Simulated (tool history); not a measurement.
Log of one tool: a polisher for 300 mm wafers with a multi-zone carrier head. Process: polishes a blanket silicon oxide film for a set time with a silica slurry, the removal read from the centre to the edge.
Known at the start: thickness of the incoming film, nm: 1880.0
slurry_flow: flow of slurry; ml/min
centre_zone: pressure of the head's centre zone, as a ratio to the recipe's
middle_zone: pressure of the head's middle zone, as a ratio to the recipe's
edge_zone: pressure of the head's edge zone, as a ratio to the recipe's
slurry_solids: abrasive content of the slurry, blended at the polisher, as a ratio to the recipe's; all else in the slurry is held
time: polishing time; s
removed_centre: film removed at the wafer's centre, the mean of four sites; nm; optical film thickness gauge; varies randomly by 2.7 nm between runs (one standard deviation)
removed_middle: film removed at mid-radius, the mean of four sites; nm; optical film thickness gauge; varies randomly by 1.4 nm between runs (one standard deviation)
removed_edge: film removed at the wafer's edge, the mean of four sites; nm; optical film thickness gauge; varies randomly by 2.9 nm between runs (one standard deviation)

run 1 day=0.000 | slurry_flow=230 centre_zone=1.00 middle_zone=1.00 edge_zone=1.00 slurry_solids=1.00 time=85 | removed_centre=283.41 removed_middle=281.39 removed_edge=282.16
run 2 day=0.371 | slurry_flow=220 centre_zone=0.96 middle_zone=0.96 edge_zone=0.98 slurry_solids=0.90 time=85 | removed_centre=250.09 removed_middle=255.11 removed_edge=262.15
run 3 day=0.604 | slurry_flow=220 centre_zone=1.02 middle_zone=0.96 edge_zone=0.98 slurry_solids=0.90 time=85 | removed_centre=260.11 removed_middle=254.17 removed_edge=260.61
run 4 day=0.704 | slurry_flow=220 centre_zone=1.06 middle_zone=0.96 edge_zone=0.98 slurry_solids=0.90 time=85 | removed_centre=269.84 removed_middle=257.42 removed_edge=253.25
run 5 day=0.817 | slurry_flow=220 centre_zone=1.02 middle_zone=0.96 edge_zone=0.98 slurry_solids=0.90 time=85 | removed_centre=261.55 removed_middle=253.79 removed_edge=264.96
run 6 day=0.908 | slurry_flow=220 centre_zone=1.02 middle_zone=0.88 edge_zone=0.98 slurry_solids=0.90 time=85 | removed_centre=255.81 removed_middle=241.79 removed_edge=259.34
run 7 day=0.958 | slurry_flow=210 centre_zone=0.99 middle_zone=0.87 edge_zone=0.96 slurry_solids=0.85 time=85 | removed_centre=246.77 removed_middle=227.83 removed_edge=249.74
run 8 day=1.321 | slurry_flow=210 centre_zone=0.95 middle_zone=0.88 edge_zone=0.96 slurry_solids=0.80 time=85 | removed_centre=226.39 removed_middle=225.03 removed_edge=239.15
run 9 day=1.346 | slurry_flow=210 centre_zone=0.95 middle_zone=0.88 edge_zone=0.96 slurry_solids=0.80 time=85 | removed_centre=227.20 removed_middle=219.18 removed_edge=243.89
run 10 day=1.400 | slurry_flow=205 centre_zone=0.92 middle_zone=0.88 edge_zone=0.94 slurry_solids=0.80 time=85 | removed_centre=220.26 removed_middle=223.38 removed_edge=239.01
run 11 day=1.738 | slurry_flow=195 centre_zone=0.90 middle_zone=0.86 edge_zone=0.93 slurry_solids=0.80 time=85 | removed_centre=215.75 removed_middle=219.22 removed_edge=231.75
run 12 day=2.092 | slurry_flow=190 centre_zone=0.88 middle_zone=0.85 edge_zone=0.94 slurry_solids=0.80 time=85 | removed_centre=209.27 removed_middle=214.66 removed_edge=233.43

What does the tool deliver on the next run?
run 13 day=2.208 | slurry_flow=190 centre_zone=0.88 middle_zone=0.85 edge_zone=0.94 slurry_solids=0.80 time=85 | removed_centre=? removed_middle=? removed_edge=?

Run 13 gave removed_centre 210.36 nm, removed_middle 214.74 nm, removed_edge 240.24 nm.
